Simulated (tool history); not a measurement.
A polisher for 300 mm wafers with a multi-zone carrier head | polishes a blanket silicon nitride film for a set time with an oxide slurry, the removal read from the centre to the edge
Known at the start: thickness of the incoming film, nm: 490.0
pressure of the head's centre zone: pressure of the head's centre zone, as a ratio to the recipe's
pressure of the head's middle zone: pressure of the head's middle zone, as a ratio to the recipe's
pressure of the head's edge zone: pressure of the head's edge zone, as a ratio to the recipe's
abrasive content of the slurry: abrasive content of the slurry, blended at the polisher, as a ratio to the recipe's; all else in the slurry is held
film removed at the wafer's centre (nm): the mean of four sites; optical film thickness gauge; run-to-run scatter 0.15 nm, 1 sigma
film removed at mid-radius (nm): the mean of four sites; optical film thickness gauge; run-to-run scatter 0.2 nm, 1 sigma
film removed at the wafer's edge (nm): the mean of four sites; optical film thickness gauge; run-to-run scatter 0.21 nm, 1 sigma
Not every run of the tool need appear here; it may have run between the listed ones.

run  hour  flow of slurry (ml/min)  pressure of the head's centre zone  pressure of the head's middle zone  pressure of the head's edge zone  abrasive content of the slurry  polishing time (s)  film removed at the wafer's centre (nm)  film removed at mid-radius (nm)  film removed at the wafer's edge (nm)
  1   0.0                      130                                1.00                                1.00                              1.00                            1.00                  42                                   24.528                           25.328                                 26.232
  2   6.6                      130                                1.00                                1.00                              1.00                            1.20                  42                                   26.592                           27.972                                 27.275
  3   8.1                      135                                1.05                                1.01                              0.96                            1.05                  37                                   23.526                           23.607                                 22.765
  4   9.5                      140                                1.08                                1.00                              0.93                            0.90                  34                                   21.286                           20.243                                 19.508
  5  13.2                      140                                1.08                                1.00                              0.93                            0.85                  34                                   20.584                           19.879                                 18.903
  6  19.2                      140                                1.08                                1.00                              0.93                            0.85                  43                                   25.970                           25.444                                 24.605
  7  21.0                      145                                1.09                                0.97                              0.91                            0.75                  39                                   22.839                           21.115                                 20.569
  8  29.8                      145                                1.08                                0.94                              0.89                            0.70                  37                                   20.932                           19.491                                 19.169
  9  35.6                      140                                1.10                                0.92                              0.88                            0.65                  35                                   19.123                           17.008                                 17.129

The next listed run, before its measurement:
 10  37.7                      105                                1.15                                0.90                              0.81                            0.55                  35                                        ?                                ?                                      ?

film removed at the wafer's centre (nm): 15.671
film removed at mid-radius (nm): 13.817
film removed at the wafer's edge (nm): 14.215

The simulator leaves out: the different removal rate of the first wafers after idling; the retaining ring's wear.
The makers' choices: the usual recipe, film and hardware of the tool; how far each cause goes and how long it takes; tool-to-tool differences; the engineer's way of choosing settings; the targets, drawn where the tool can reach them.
